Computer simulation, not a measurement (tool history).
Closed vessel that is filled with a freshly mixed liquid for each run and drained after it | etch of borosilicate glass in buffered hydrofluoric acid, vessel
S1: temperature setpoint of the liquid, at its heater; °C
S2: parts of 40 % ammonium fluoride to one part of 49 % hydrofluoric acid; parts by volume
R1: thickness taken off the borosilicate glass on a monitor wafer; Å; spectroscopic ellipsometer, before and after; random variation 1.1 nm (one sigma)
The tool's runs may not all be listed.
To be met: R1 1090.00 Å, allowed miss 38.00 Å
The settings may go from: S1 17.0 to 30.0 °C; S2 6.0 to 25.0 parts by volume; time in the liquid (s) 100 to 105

Run 1, hour 0.0: S1 22.0 °C, S2 15.5 parts by volume, time in the liquid (s) 100. Result: R1 758.53 Å.
Run 2, hour 1.8: S1 23.0 °C, S2 15.5 parts by volume, time in the liquid (s) 100. Result: R1 830.10 Å.
Run 3, hour 10.4: S1 23.0 °C, S2 17.5 parts by volume, time in the liquid (s) 100. Result: R1 710.45 Å.
Run 4, hour 17.5: S1 23.0 °C, S2 17.5 parts by volume, time in the liquid (s) 100. Result: R1 722.63 Å.
Run 5, hour 23.8: S1 24.0 °C, S2 17.5 parts by volume, time in the liquid (s) 100. Result: R1 764.34 Å.
Run 6, hour 26.9: S1 24.0 °C, S2 19.0 parts by volume, time in the liquid (s) 100. Result: R1 695.31 Å.
Run 7, hour 32.4: S1 25.0 °C, S2 18.5 parts by volume, time in the liquid (s) 100. Result: R1 756.13 Å.
Run 8, hour 35.2: S1 25.0 °C, S2 18.5 parts by volume, time in the liquid (s) 100. Result: R1 770.74 Å.
Run 9, hour 42.5: S1 26.0 °C, S2 18.5 parts by volume, time in the liquid (s) 100. Result: R1 792.62 Å.
Run 10, hour 49.2: S1 26.5 °C, S2 18.0 parts by volume, time in the liquid (s) 100. Result: R1 841.49 Å.
Run 11, hour 57.0: S1 27.0 °C, S2 17.5 parts by volume, time in the liquid (s) 100. Result: R1 885.03 Å.
Run 12, hour 61.1: S1 27.5 °C, S2 17.5 parts by volume, time in the liquid (s) 100. Result: R1 900.22 Å.
Run 13, hour 69.4: S1 28.0 °C, S2 17.0 parts by volume, time in the liquid (s) 100. Result: R1 958.57 Å.
Run 14, hour 74.7: S1 28.5 °C, S2 17.0 parts by volume, time in the liquid (s) 100. Result: R1 991.87 Å.
Run 15, hour 75.5: S1 29.0 °C, S2 17.0 parts by volume, time in the liquid (s) 100. Result: R1 1012.50 Å.

Which of these 5 next moves meets every target?
Run A, hour 76.3: S1 28.5 °C, S2 17.5 parts by volume, time in the liquid (s) 100. Result: R1 ?.
Run B, hour 76.3: S1 28.5 °C, S2 18.0 parts by volume, time in the liquid (s) 105. Result: R1 ?.
Run C, hour 76.3: S1 27.0 °C, S2 16.5 parts by volume, time in the liquid (s) 100. Result: R1 ?.
Run D, hour 76.3: S1 28.5 °C, S2 18.0 parts by volume, time in the liquid (s) 100. Result: R1 ?.
Run E, hour 76.3: S1 28.0 °C, S2 15.0 parts by volume, time in the liquid (s) 100. Result: R1 ?.

move       R1
   A   946.90
   B   966.94
   C   927.50
   D   920.90
   E  1074.20
A: further off than the last run
B: further off than the last run
C: further off than the last run
D: further off than the last run
E: meets every target
Answer: E
